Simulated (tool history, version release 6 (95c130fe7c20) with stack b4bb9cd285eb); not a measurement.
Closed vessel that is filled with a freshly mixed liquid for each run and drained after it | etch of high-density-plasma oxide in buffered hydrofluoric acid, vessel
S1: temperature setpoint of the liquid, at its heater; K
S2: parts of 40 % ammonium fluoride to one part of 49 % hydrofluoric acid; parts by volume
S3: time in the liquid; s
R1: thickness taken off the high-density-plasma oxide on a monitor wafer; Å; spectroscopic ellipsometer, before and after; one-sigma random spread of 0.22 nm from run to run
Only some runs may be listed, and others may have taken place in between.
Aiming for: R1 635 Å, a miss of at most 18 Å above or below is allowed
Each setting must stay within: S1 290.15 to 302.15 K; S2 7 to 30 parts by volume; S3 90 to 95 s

run,hour,S1,S2,S3,R1
1,0,294.15,19,90,495.56
2,8.5,294.15,19,95,518
3,9.9,292.15,19,95,466.62
4,11.8,292.15,19,90,441.84
5,18.3,293.15,19,90,471.63
6,27.3,293.15,16.5,90,539.52
7,34.7,293.65,16.5,90,553.78
8,37.1,294.15,16.5,90,567.61
9,44.8,294.15,16.5,90,570.01
10,51.5,294.65,16.5,90,584.53

Consider the 4 candidate settings below. Which is the only one whose results all fall within their allowed miss of target?
A,58.2,297.65,18,90,?
B,58.2,294.65,19,90,?
C,58.2,297.15,20.5,90,?
D,58.2,294.65,20,95,?

move,R1
A,633.02
B,508.77
C,545.83
D,510.51
A: every result within its allowed miss
B: moves away from the targets compared with the last run
C: moves away from the targets compared with the last run
D: moves away from the targets compared with the last run
Go with A: it meets all targets.

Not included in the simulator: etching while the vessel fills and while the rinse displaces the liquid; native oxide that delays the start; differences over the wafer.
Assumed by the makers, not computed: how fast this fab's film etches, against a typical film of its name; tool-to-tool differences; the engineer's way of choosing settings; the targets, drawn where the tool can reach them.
